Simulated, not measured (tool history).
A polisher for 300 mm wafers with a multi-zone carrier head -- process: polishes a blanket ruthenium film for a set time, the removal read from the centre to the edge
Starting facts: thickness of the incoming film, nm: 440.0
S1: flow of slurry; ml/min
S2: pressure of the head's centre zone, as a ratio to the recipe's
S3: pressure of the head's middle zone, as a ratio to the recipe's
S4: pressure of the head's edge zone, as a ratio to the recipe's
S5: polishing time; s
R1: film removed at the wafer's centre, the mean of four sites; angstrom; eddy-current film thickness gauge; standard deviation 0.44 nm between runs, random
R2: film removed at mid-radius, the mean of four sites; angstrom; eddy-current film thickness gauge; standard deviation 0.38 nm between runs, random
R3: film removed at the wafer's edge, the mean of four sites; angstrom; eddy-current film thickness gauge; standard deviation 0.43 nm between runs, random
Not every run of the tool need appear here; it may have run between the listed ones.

| run | hour | S1 | S2 | S3 | S4 | S5 | R1 | R2 | R3 |
|---|---|---|---|---|---|---|---|---|---|
| 1 | 0 | 190 | 1 | 1 | 1 | 30 | 317.65 | 311.65 | 322 |
| 2 | 0.5 | 190 | 0.96 | 1 | 1 | 30 | 308.72 | 310.88 | 326.25 |
| 3 | 8.4 | 195 | 0.97 | 0.98 | 1.02 | 31 | 322.59 | 316.55 | 334.85 |
| 4 | 12.7 | 230 | 0.97 | 0.98 | 1.02 | 31 | 325.44 | 319.56 | 349.53 |
| 5 | 21 | 240 | 0.98 | 0.97 | 1.04 | 32 | 347.61 | 335.43 | 366.11 |
| 6 | 26.7 | 240 | 0.98 | 0.97 | 1.04 | 36 | 393.86 | 368.2 | 407.92 |

What does the tool deliver on the next run?
| 7 | 32.1 | 245 | 0.98 | 0.95 | 1.05 | 36 | ? | ? | ? |

R1: 395.59 angstrom
R2: 373.11 angstrom
R3: 417.42 angstrom
